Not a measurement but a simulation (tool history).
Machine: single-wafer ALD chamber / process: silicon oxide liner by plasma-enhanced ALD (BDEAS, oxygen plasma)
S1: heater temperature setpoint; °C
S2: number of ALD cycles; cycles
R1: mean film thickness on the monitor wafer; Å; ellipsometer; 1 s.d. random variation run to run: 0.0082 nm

Run 1, hour 0: S1 320 °C, S2 30 cycles. Result: R1 23.44 Å.
Run 2, hour 7: S1 321 °C, S2 28 cycles. Result: R1 21.805 Å.
Run 3, hour 11.3: S1 321 °C, S2 25 cycles. Result: R1 19.396 Å.
Run 4, hour 17.9: S1 313 °C, S2 25 cycles. Result: R1 19.654 Å.
Run 5, hour 23.8: S1 313 °C, S2 21 cycles. Result: R1 16.639 Å.
Run 6, hour 30.6: S1 313 °C, S2 22 cycles. Result: R1 17.328 Å.

Forecast run 7:
Run 7, hour 33.4: S1 313 °C, S2 23 cycles. Result: R1 ?.

Run 7 yielded R1 18.169 Å.

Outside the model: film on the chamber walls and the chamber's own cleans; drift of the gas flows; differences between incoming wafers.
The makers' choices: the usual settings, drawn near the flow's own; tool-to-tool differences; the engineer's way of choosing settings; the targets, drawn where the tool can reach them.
